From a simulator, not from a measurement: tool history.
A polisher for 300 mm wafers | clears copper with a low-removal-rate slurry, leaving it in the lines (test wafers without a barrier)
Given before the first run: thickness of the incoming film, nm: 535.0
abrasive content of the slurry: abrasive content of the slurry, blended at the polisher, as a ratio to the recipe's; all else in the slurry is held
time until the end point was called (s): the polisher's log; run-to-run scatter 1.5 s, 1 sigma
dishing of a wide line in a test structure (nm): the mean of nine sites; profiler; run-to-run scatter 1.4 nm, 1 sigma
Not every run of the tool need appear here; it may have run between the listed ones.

run  hour  flow of slurry (ml/min)  pressure of the wafer on the pad (kPa)  speed of the pad under the wafer (cm/s)  abrasive content of the slurry  overpolish time after the end point (s)  time until the end point was called (s)  dishing of a wide line in a test structure (nm)
  1     0                      290                                    22.1                                      122                               1                                       27                                    141.7                                           53.408
  2   0.8                      345                                    22.1                                      122                               1                                       27                                   142.28                                           53.616
  3   5.1                      345                                    22.8                                      122                               1                                       27                                   135.88                                           53.145
  4  12.5                      345                                    22.8                                      122                            0.85                                       27                                   138.67                                           53.867
  5  14.6                      345                                    22.8                                      110                            0.85                                       27                                   150.29                                           50.803
  6  18.9                      345                                    27.6                                      110                            0.85                                       27                                   128.89                                           60.893

Run 7 has not been measured yet. What should we expect?
  7  19.5                      345                                    27.6                                      110                            0.85                                       27                                        ?                                                ?

For run 7 the tool returned time until the end point was called (s) 128.79, dishing of a wide line in a test structure (nm) 56.118.
